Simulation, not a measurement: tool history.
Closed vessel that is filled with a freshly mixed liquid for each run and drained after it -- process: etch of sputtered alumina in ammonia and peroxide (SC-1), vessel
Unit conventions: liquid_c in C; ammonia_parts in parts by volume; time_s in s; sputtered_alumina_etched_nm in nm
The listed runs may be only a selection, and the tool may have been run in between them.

| run | hour | liquid_c | ammonia_parts | time_s | sputtered_alumina_etched_nm |
|---|---|---|---|---|---|
| 1 | 0 | 58 | 0.8 | 90 | 8.2415 |
| 2 | 0.8 | 58.5 | 0.8 | 90 | 8.5637 |
| 3 | 2.4 | 65 | 0.8 | 90 | 11.781 |
| 4 | 7.1 | 59 | 0.8 | 90 | 8.761 |
| 5 | 13.4 | 59 | 0.8 | 90 | 8.7125 |
| 6 | 17.7 | 52 | 0.8 | 90 | 6.0228 |
| 7 | 18.9 | 54 | 0.8 | 90 | 6.7315 |
| 8 | 22 | 55.5 | 0.8 | 90 | 7.3568 |
| 9 | 27 | 56.5 | 0.8 | 90 | 7.7651 |
| 10 | 31.4 | 57.5 | 0.8 | 90 | 8.0425 |
| 11 | 35.3 | 58.5 | 0.8 | 90 | 8.6511 |
| 12 | 44.1 | 59 | 0.8 | 90 | 8.7589 |

Run 13 comes next. What will it give?
| 13 | 44.9 | 59.5 | 0.8 | 90 | ? |

Run 13 yielded sputtered_alumina_etched_nm 9.0337 nm.
